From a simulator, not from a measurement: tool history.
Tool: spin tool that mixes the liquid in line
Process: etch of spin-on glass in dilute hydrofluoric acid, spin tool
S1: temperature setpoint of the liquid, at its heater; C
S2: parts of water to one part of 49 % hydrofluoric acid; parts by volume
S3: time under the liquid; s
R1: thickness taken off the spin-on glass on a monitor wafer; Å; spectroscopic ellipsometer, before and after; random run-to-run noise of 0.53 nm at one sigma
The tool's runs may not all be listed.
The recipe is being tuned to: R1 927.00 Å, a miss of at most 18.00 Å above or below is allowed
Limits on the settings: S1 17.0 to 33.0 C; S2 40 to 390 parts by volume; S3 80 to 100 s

| run | hour | S1 | S2 | S3 | R1 |
|---|---|---|---|---|---|
| 1 | 0.0 | 25.0 | 215 | 100 | 200.41 |
| 2 | 8.6 | 26.5 | 180 | 100 | 262.43 |
| 3 | 12.3 | 24.0 | 180 | 100 | 238.78 |
| 4 | 17.7 | 24.0 | 180 | 80 | 191.06 |
| 5 | 25.7 | 24.0 | 245 | 80 | 132.31 |
| 6 | 31.2 | 26.5 | 245 | 80 | 144.95 |
| 7 | 39.2 | 28.0 | 205 | 85 | 202.98 |
| 8 | 47.7 | 29.0 | 175 | 90 | 265.72 |
| 9 | 50.9 | 30.0 | 150 | 90 | 337.13 |
| 10 | 58.1 | 30.5 | 130 | 90 | 404.91 |
| 11 | 65.3 | 31.0 | 115 | 90 | 475.97 |
| 12 | 69.7 | 31.5 | 100 | 90 | 567.60 |
| 13 | 71.3 | 32.0 | 90 | 90 | 647.90 |
|  | 75.5 | thermometer replaced |
| 14 | 75.5 | 32.0 | 85 | 90 | 735.41 |
| 15 | 81.5 | 32.0 | 80 | 90 | 787.74 |
| 16 | 86.9 | 32.0 | 75 | 90 | 843.93 |

Below are 4 possible settings for the next run. Only one of them brings all results inside the allowed miss of their targets. Which is it?
| A | 92.3 | 32.5 | 75 | 100 | ? |
| B | 92.3 | 33.0 | 65 | 80 | ? |
| C | 92.3 | 33.0 | 75 | 100 | ? |
| D | 92.3 | 30.5 | 70 | 100 | ? |

| move | R1 |
|---|---|
| A | 968.10 |
| B | 925.16 |
| C | 986.39 |
| D | 968.87 |
A: carries the result that was furthest off beyond its target, to the other side
B: all results land within tolerance of their targets
C: carries the result that was furthest off beyond its target, to the other side
D: carries the result that was furthest off beyond its target, to the other side
B is the move that brings every result within its allowed miss.

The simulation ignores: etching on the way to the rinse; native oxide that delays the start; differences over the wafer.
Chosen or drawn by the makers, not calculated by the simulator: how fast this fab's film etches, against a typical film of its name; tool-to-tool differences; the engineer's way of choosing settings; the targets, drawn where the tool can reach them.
